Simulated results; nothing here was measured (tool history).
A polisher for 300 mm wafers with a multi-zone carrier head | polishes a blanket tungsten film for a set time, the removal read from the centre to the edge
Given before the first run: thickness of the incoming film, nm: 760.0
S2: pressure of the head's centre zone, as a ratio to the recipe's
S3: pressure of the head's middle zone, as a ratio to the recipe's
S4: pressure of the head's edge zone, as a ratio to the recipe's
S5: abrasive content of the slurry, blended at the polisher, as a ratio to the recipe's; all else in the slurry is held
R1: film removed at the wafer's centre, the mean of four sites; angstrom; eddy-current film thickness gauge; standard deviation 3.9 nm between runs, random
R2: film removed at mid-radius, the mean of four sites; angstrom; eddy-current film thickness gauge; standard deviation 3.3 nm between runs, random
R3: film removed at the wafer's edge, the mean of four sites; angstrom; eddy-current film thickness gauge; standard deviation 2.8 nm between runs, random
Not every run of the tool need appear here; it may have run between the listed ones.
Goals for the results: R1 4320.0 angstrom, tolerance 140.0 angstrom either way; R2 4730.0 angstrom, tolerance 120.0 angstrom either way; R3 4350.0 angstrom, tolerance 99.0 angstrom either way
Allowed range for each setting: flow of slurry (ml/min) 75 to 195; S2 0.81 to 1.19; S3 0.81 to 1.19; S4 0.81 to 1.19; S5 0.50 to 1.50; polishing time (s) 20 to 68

run 1 hour=0.0 | flow_of_slurry_(ml/min)=125 S2=1.00 S3=1.00 S4=1.00 S5=1.00 polishing_time_(s)=44 | R1=2684.2 R2=2757.1 R3=2660.7
run 2 hour=1.9 | flow_of_slurry_(ml/min)=155 S2=1.00 S3=1.00 S4=1.00 S5=1.00 polishing_time_(s)=44 | R1=2865.5 R2=2832.0 R3=2730.0
run 3 hour=9.0 | flow_of_slurry_(ml/min)=180 S2=1.00 S3=1.00 S4=1.00 S5=1.00 polishing_time_(s)=44 | R1=2937.6 R2=2940.8 R3=2817.6
run 4 hour=10.9 | flow_of_slurry_(ml/min)=180 S2=1.00 S3=1.00 S4=1.00 S5=0.90 polishing_time_(s)=44 | R1=2802.5 R2=2862.7 R3=2707.6
run 5 hour=12.7 | flow_of_slurry_(ml/min)=180 S2=0.94 S3=1.00 S4=1.00 S5=0.90 polishing_time_(s)=44 | R1=2659.2 R2=2895.4 R3=2746.4
run 6 hour=20.5 | flow_of_slurry_(ml/min)=180 S2=0.94 S3=1.02 S4=1.02 S5=1.00 polishing_time_(s)=45 | R1=2864.8 R2=3057.0 R3=2896.0
run 7 hour=27.9 | flow_of_slurry_(ml/min)=180 S2=0.93 S3=1.04 S4=1.03 S5=1.05 polishing_time_(s)=46 | R1=2926.0 R2=3236.6 R3=2977.1
run 8 hour=30.9 | flow_of_slurry_(ml/min)=170 S2=0.98 S3=1.06 S4=1.13 S5=1.30 polishing_time_(s)=58 | R1=4046.4 R2=4304.6 R3=4215.1
run 9 hour=34.4 | flow_of_slurry_(ml/min)=175 S2=0.98 S3=1.07 S4=1.13 S5=1.30 polishing_time_(s)=58 | R1=4064.5 R2=4407.0 R3=4193.5

Exercise: of the 5 proposed moves below, exactly one satisfies all targets within the stated allowed misses. Which move is it?
run A hour=37.9 | flow_of_slurry_(ml/min)=195 S2=1.17 S3=1.11 S4=0.98 S5=1.30 polishing_time_(s)=60 | R1=? R2=? R3=?
run B hour=37.9 | flow_of_slurry_(ml/min)=170 S2=0.99 S3=1.09 S4=1.08 S5=1.35 polishing_time_(s)=61 | R1=? R2=? R3=?
run C hour=37.9 | flow_of_slurry_(ml/min)=175 S2=1.19 S3=1.19 S4=1.06 S5=1.35 polishing_time_(s)=59 | R1=? R2=? R3=?
run D hour=37.9 | flow_of_slurry_(ml/min)=180 S2=0.97 S3=1.12 S4=1.15 S5=1.30 polishing_time_(s)=56 | R1=? R2=? R3=?
run E hour=37.9 | flow_of_slurry_(ml/min)=195 S2=1.12 S3=1.01 S4=1.09 S5=1.20 polishing_time_(s)=62 | R1=? R2=? R3=?

move=A R1=4726.8 R2=4832.0 R3=4127.7
move=B R1=4256.3 R2=4790.4 R3=4381.7
move=C R1=4668.0 R2=5014.4 R3=4206.9
move=D R1=3856.8 R2=4493.6 R3=4135.4
move=E R1=4638.5 R2=4509.1 R3=4402.1
A: gets the furthest-off result to its target, but another result is out of tolerance
B: all results in spec
C: carries the result that was furthest off beyond its target, to the other side
D: its largest miss is bigger than the last run's
E: nearer the targets than the last run, but a result is still out of spec
The move that meets every target is B.
